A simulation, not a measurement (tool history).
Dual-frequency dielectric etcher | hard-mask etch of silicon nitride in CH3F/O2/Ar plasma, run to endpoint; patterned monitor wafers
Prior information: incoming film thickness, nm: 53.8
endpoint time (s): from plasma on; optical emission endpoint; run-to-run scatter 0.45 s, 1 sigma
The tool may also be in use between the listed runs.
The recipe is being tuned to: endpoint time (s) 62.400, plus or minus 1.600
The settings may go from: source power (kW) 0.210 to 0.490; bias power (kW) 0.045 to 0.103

run 1 hour=0.0 | source_power_(kW)=0.350 bias_power_(kW)=0.074 | endpoint_time_(s)=80.971
run 2 hour=7.5 | source_power_(kW)=0.350 bias_power_(kW)=0.065 | endpoint_time_(s)=85.328
run 3 hour=9.4 | source_power_(kW)=0.390 bias_power_(kW)=0.065 | endpoint_time_(s)=80.055
run 4 hour=10.0 | source_power_(kW)=0.340 bias_power_(kW)=0.065 | endpoint_time_(s)=86.420
run 5 hour=18.5 | source_power_(kW)=0.340 bias_power_(kW)=0.073 | endpoint_time_(s)=82.379
run 6 hour=26.0 | source_power_(kW)=0.360 bias_power_(kW)=0.075 | endpoint_time_(s)=79.516
run 7 hour=34.0 | source_power_(kW)=0.370 bias_power_(kW)=0.077 | endpoint_time_(s)=76.649
run 8 hour=42.6 | source_power_(kW)=0.380 bias_power_(kW)=0.078 | endpoint_time_(s)=76.482
run 9 hour=43.9 | source_power_(kW)=0.390 bias_power_(kW)=0.080 | endpoint_time_(s)=74.582
run 10 hour=51.1 | source_power_(kW)=0.400 bias_power_(kW)=0.081 | endpoint_time_(s)=73.610
run 11 hour=54.7 | source_power_(kW)=0.400 bias_power_(kW)=0.081 | endpoint_time_(s)=72.423

Exactly one of the 4 candidate moves below puts every result within its allowed miss. Which one?
run A hour=58.3 | source_power_(kW)=0.290 bias_power_(kW)=0.065 | endpoint_time_(s)=?
run B hour=58.3 | source_power_(kW)=0.450 bias_power_(kW)=0.085 | endpoint_time_(s)=?
run C hour=58.3 | source_power_(kW)=0.480 bias_power_(kW)=0.098 | endpoint_time_(s)=?
run D hour=58.3 | source_power_(kW)=0.320 bias_power_(kW)=0.070 | endpoint_time_(s)=?

move=A endpoint_time_(s)=93.337
move=B endpoint_time_(s)=67.760
move=C endpoint_time_(s)=62.145
move=D endpoint_time_(s)=86.148
A: the biggest miss grows against the last run
B: moves toward the targets from the last run without getting all of them in spec
C: each result inside its tolerance
D: the biggest miss grows against the last run
So the answer is move C, the one that meets all the targets.
